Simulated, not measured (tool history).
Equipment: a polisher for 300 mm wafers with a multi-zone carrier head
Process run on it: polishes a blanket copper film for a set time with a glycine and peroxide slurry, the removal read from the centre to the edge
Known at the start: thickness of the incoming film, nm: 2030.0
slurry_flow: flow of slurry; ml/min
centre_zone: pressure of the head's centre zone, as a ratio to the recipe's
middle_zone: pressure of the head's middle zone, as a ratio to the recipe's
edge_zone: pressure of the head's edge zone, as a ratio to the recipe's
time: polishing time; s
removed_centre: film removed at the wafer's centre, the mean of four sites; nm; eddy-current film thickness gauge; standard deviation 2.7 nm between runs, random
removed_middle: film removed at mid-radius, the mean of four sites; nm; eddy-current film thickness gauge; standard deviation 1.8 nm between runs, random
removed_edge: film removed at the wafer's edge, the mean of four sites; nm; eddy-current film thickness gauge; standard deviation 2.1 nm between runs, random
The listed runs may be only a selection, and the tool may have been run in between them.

run 1 hour=0.0 | slurry_flow=205 centre_zone=1.00 middle_zone=1.00 edge_zone=1.00 time=36 | removed_centre=253.19 removed_middle=232.54 removed_edge=236.93
run 2 hour=0.7 | slurry_flow=205 centre_zone=1.00 middle_zone=1.00 edge_zone=1.03 time=36 | removed_centre=252.21 removed_middle=231.82 removed_edge=242.88
run 3 hour=9.3 | slurry_flow=200 centre_zone=1.00 middle_zone=0.97 edge_zone=1.02 time=34 | removed_centre=240.00 removed_middle=215.32 removed_edge=227.60
run 4 hour=16.9 | slurry_flow=200 centre_zone=1.00 middle_zone=0.97 edge_zone=1.09 time=34 | removed_centre=239.04 removed_middle=216.12 removed_edge=236.30
run 5 hour=23.1 | slurry_flow=200 centre_zone=1.00 middle_zone=0.97 edge_zone=1.09 time=31 | removed_centre=219.74 removed_middle=199.65 removed_edge=216.94
run 6 hour=24.3 | slurry_flow=200 centre_zone=0.92 middle_zone=0.97 edge_zone=1.09 time=31 | removed_centre=201.79 removed_middle=192.82 removed_edge=215.66

For run 7, what comes out?
run 7 hour=29.7 | slurry_flow=195 centre_zone=0.93 middle_zone=0.94 edge_zone=1.08 time=30 | removed_centre=? removed_middle=? removed_edge=?

{"run 7": {"removed_centre": 188.1, "removed_middle": 181.3, "removed_edge": 202.57}}

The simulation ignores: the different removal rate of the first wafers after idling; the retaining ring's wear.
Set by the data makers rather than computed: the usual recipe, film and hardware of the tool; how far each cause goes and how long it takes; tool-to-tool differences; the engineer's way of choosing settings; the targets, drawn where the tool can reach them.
